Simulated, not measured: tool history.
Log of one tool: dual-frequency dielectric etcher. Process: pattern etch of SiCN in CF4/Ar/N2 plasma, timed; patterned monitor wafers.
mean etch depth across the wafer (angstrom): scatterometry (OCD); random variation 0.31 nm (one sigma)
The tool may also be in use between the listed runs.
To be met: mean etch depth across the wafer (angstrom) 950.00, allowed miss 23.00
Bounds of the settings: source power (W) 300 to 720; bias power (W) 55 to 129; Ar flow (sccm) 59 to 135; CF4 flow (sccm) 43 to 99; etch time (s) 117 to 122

run,hour,source power (W),bias power (W),Ar flow (sccm),CF4 flow (sccm),etch time (s),mean etch depth across the wafer (angstrom)
1,0.0,510,92,97,71,117,1234.50
2,7.7,470,91,97,71,117,1154.60
3,12.7,440,90,97,71,117,1082.40
4,13.7,440,90,97,62,117,1061.50
# hour 19.1: source power generator calibrated
5,19.1,440,90,97,70,117,1105.00
6,28.1,440,90,97,70,122,1154.10
7,32.2,410,89,97,70,122,1080.80
8,33.4,390,89,97,70,122,1044.10
9,36.4,370,89,97,70,122,1003.50

4 next moves are on the table. One of them brings every result within its allowed miss. Which?
A,39.4,400,86,104,67,120,?
B,39.4,400,92,89,71,122,?
C,39.4,380,83,102,76,122,?
D,39.4,340,100,109,63,120,?

move,mean etch depth across the wafer (angstrom)
A,1021.10
B,1097.00
C,999.20
D,953.11
A: further off than the last run
B: further off than the last run
C: nearer than the last run, and not there yet
D: meets every target
Move D is the one to make.
